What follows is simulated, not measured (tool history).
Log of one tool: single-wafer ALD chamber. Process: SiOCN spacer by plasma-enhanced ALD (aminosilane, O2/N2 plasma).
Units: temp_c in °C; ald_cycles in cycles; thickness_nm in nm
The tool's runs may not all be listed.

{"run": 1, "hour": 0.0, "temp_c": 405, "ald_cycles": 104, "thickness_nm": 6.0738}
{"run": 2, "hour": 4.0, "temp_c": 416, "ald_cycles": 104, "thickness_nm": 5.861}
{"run": 3, "hour": 11.3, "temp_c": 411, "ald_cycles": 106, "thickness_nm": 6.1063}
{"run": 4, "hour": 13.9, "temp_c": 407, "ald_cycles": 107, "thickness_nm": 6.2211}
{"run": 5, "hour": 22.1, "temp_c": 397, "ald_cycles": 107, "thickness_nm": 6.3726}
{"run": 6, "hour": 24.8, "temp_c": 395, "ald_cycles": 108, "thickness_nm": 6.45}
{"run": 7, "hour": 31.4, "temp_c": 393, "ald_cycles": 109, "thickness_nm": 6.5026}
{"run": 8, "hour": 39.7, "temp_c": 392, "ald_cycles": 110, "thickness_nm": 6.5315}
{"run": 9, "hour": 41.6, "temp_c": 391, "ald_cycles": 111, "thickness_nm": 6.6095}
{"run": 10, "hour": 44.8, "temp_c": 390, "ald_cycles": 112, "thickness_nm": 6.6127}

The next listed run, before its measurement:
{"run": 11, "hour": 47.7, "temp_c": 389, "ald_cycles": 113, "thickness_nm": "?"}

thickness_nm: 6.6575 nm
